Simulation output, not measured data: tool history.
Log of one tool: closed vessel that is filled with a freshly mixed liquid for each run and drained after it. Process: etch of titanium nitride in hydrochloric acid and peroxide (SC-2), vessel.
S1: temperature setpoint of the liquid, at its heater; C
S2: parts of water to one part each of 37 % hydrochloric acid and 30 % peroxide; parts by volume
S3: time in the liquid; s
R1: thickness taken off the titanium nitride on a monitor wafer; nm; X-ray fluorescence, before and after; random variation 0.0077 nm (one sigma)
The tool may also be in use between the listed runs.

| run | day | S1 | S2 | S3 | R1 |
|---|---|---|---|---|---|
| 1 | 0 | 60 | 7.5 | 45 | 2.6229 |
| 2 | 0.092 | 56.5 | 7.5 | 45 | 2.0463 |
| 3 | 0.208 | 56.5 | 7.5 | 35 | 1.5926 |
| 4 | 0.271 | 56.5 | 7.5 | 35 | 1.6014 |
| 5 | 0.592 | 56.5 | 4.5 | 35 | 2.3882 |
| 6 | 0.971 | 56.5 | 4 | 35 | 2.5228 |
| 7 | 1.121 | 48.5 | 6.5 | 35 | 1.0545 |
| 8 | 1.304 | 48 | 6.5 | 35 | 1.0398 |

Run 9 comes next. What will it give?
| 9 | 1.688 | 48 | 6.5 | 35 | ? |

R1: 1.0311 nm
